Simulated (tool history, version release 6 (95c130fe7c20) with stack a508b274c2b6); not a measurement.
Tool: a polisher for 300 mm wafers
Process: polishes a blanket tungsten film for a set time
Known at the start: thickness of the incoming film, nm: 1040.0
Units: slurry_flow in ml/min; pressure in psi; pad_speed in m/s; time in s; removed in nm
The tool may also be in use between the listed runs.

| run | day | slurry_flow | pressure | pad_speed | slurry_solids | time | removed |
|---|---|---|---|---|---|---|---|
| 1 | 0.000 | 300 | 4.7 | 1.26 | 1.0 | 55 | 383.23 |
| 2 | 0.325 | 300 | 4.7 | 1.26 | 1.0 | 58 | 412.50 |
| 3 | 0.396 | 300 | 4.7 | 1.26 | 1.0 | 55 | 388.46 |
| 4 | 0.458 | 300 | 3.9 | 1.26 | 1.0 | 55 | 319.66 |
| 5 | 0.638 | 300 | 4.4 | 1.26 | 1.0 | 55 | 358.57 |
| 6 | 0.950 | 300 | 4.8 | 1.26 | 1.0 | 55 | 395.28 |
| 7 | 1.183 | 300 | 5.0 | 1.26 | 1.0 | 55 | 411.80 |

Run 8 comes next. What will it give?
| 8 | 1.375 | 300 | 5.2 | 1.26 | 1.0 | 55 | ? |

removed: 432.55 nm

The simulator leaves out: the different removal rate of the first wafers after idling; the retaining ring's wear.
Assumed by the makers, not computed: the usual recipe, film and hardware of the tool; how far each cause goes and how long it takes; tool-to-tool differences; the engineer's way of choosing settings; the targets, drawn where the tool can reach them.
